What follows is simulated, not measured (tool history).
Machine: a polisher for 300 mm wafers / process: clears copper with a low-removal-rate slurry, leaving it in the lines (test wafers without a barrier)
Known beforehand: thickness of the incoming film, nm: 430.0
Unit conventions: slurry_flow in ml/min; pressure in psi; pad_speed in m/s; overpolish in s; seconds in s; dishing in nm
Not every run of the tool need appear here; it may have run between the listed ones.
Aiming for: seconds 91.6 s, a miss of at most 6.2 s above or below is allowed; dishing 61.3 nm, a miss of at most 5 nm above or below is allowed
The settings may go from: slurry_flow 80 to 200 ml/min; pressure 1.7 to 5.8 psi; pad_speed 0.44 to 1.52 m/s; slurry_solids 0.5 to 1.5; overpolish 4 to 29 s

{"run": 1, "day": 0.0, "slurry_flow": 130, "pressure": 3.7, "pad_speed": 0.98, "slurry_solids": 1, "overpolish": 15, "seconds": 130.53, "dishing": 34.768}
{"run": 2, "day": 0.212, "slurry_flow": 130, "pressure": 3.9, "pad_speed": 0.98, "slurry_solids": 1, "overpolish": 16, "seconds": 120.38, "dishing": 37.361}
{"run": 3, "day": 0.262, "slurry_flow": 130, "pressure": 4, "pad_speed": 1, "slurry_solids": 1, "overpolish": 17, "seconds": 119.16, "dishing": 42.118}
{"run": 4, "day": 0.362, "slurry_flow": 130, "pressure": 4.2, "pad_speed": 1, "slurry_solids": 1, "overpolish": 17, "seconds": 116.63, "dishing": 42.649}
{"run": 5, "day": 0.633, "slurry_flow": 130, "pressure": 4.2, "pad_speed": 0.86, "slurry_solids": 1, "overpolish": 17, "seconds": 130.88, "dishing": 37.74}
{"run": 6, "day": 0.712, "slurry_flow": 130, "pressure": 3.3, "pad_speed": 0.86, "slurry_solids": 1, "overpolish": 17, "seconds": 161.91, "dishing": 33.741}
{"run": 7, "day": 0.862, "slurry_flow": 130, "pressure": 3.7, "pad_speed": 0.88, "slurry_solids": 1, "overpolish": 18, "seconds": 140.74, "dishing": 39.186}
{"run": 8, "day": 0.992, "slurry_flow": 130, "pressure": 4, "pad_speed": 0.9, "slurry_solids": 1, "overpolish": 18, "seconds": 135.63, "dishing": 39.739}

5 next moves are on the table. One of them brings every result within its allowed miss. Which?
{"run": "A", "day": 1.121, "slurry_flow": 155, "pressure": 5, "pad_speed": 1.02, "slurry_solids": 1.15, "overpolish": 20, "seconds": "?", "dishing": "?"}
{"run": "B", "day": 1.121, "slurry_flow": 130, "pressure": 4.2, "pad_speed": 1.06, "slurry_solids": 1, "overpolish": 19, "seconds": "?", "dishing": "?"}
{"run": "C", "day": 1.121, "slurry_flow": 120, "pressure": 4, "pad_speed": 0.58, "slurry_solids": 0.75, "overpolish": 17, "seconds": "?", "dishing": "?"}
{"run": "D", "day": 1.121, "slurry_flow": 95, "pressure": 4.3, "pad_speed": 1.38, "slurry_solids": 1.05, "overpolish": 15, "seconds": "?", "dishing": "?"}
{"run": "E", "day": 1.121, "slurry_flow": 145, "pressure": 4.4, "pad_speed": 1.24, "slurry_solids": 0.9, "overpolish": 16, "seconds": "?", "dishing": "?"}

move=A seconds=92.216 dishing=59.746
move=B seconds=109.75 dishing=49.053
move=C seconds=215.32 dishing=24.22
move=D seconds=90.407 dishing=47.34
move=E seconds=92.649 dishing=49.041
A: all results land within tolerance of their targets
B: nearer the targets than the last run, but a result is still out of spec
C: its largest miss is bigger than the last run's
D: brings the last run's worst result on target, with another outside its allowed miss
E: brings the last run's worst result on target, with another outside its allowed miss
A is the move that brings every result within its allowed miss.
